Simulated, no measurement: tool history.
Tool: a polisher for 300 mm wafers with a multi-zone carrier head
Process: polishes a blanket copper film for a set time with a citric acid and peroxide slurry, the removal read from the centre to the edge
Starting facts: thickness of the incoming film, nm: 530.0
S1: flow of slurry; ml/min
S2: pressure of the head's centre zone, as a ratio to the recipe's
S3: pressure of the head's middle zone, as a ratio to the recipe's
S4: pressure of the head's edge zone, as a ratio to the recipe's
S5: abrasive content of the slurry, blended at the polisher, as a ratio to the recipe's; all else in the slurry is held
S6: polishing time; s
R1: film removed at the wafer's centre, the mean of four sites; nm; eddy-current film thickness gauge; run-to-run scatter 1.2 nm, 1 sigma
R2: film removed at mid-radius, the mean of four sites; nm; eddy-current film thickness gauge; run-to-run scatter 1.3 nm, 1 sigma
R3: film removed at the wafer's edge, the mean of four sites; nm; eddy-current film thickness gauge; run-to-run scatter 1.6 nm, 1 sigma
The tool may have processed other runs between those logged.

run,day,S1,S2,S3,S4,S5,S6,R1,R2,R3
1,0.000,205,1.00,1.00,1.00,1.00,83,162.19,161.96,166.28
2,0.296,205,1.00,1.00,1.00,1.00,95,186.02,185.15,185.01
3,0.400,205,1.04,1.00,1.00,1.00,95,191.85,185.75,188.22
4,0.496,205,1.04,1.00,0.96,1.00,95,192.93,183.69,182.93
5,0.708,205,1.04,1.00,0.96,1.10,95,201.08,190.16,186.55
6,0.921,180,1.04,1.00,0.96,1.10,95,194.43,189.02,185.02
7,1.250,185,1.03,0.99,0.94,1.00,94,185.01,180.73,182.43

Run 8 comes next. What will it give?
8,1.625,200,1.03,1.00,0.94,0.95,92,?,?,?

R1: 181.87 nm
R2: 177.24 nm
R3: 171.82 nm
